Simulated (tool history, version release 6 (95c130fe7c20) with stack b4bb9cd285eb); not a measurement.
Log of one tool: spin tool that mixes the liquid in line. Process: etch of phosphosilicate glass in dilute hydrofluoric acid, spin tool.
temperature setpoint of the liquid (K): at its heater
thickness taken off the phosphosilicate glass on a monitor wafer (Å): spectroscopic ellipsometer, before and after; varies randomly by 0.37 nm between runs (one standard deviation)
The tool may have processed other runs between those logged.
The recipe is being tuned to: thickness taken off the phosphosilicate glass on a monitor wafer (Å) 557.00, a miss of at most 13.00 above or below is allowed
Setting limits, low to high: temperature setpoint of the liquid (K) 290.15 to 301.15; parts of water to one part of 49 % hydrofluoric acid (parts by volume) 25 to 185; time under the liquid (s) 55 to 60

| run | hour | temperature setpoint of the liquid (K) | parts of water to one part of 49 % hydrofluoric acid (parts by volume) | time under the liquid (s) | thickness taken off the phosphosilicate glass on a monitor wafer (Å) |
|---|---|---|---|---|---|
| 1 | 0.0 | 293.15 | 105 | 55 | 868.59 |
| 2 | 2.5 | 293.15 | 105 | 60 | 947.90 |
| 3 | 4.5 | 293.15 | 85 | 60 | 1207.30 |
| 4 | 10.5 | 293.15 | 120 | 60 | 822.27 |
| 5 | 13.2 | 292.65 | 125 | 60 | 764.41 |
| 6 | 18.3 | 292.65 | 125 | 55 | 704.58 |
| 7 | 19.9 | 292.65 | 125 | 55 | 699.07 |
| 8 | 25.7 | 292.15 | 130 | 55 | 652.31 |
| 9 | 29.4 | 291.65 | 130 | 55 | 642.02 |
| 10 | 32.6 | 290.65 | 135 | 55 | 591.57 |

Consider the 4 candidate settings below. Which is the only one whose results all fall within their allowed miss of target?
| A | 35.8 | 290.15 | 120 | 55 | ? |
| B | 35.8 | 290.65 | 125 | 55 | ? |
| C | 35.8 | 291.15 | 145 | 55 | ? |
| D | 35.8 | 291.15 | 135 | 55 | ? |

| move | thickness taken off the phosphosilicate glass on a monitor wafer (Å) |
|---|---|
| A | 665.08 |
| B | 648.59 |
| C | 559.35 |
| D | 606.85 |
A: its largest miss is bigger than the last run's
B: its largest miss is bigger than the last run's
C: all results in spec
D: its largest miss is bigger than the last run's
C is the move that brings every result within its allowed miss.

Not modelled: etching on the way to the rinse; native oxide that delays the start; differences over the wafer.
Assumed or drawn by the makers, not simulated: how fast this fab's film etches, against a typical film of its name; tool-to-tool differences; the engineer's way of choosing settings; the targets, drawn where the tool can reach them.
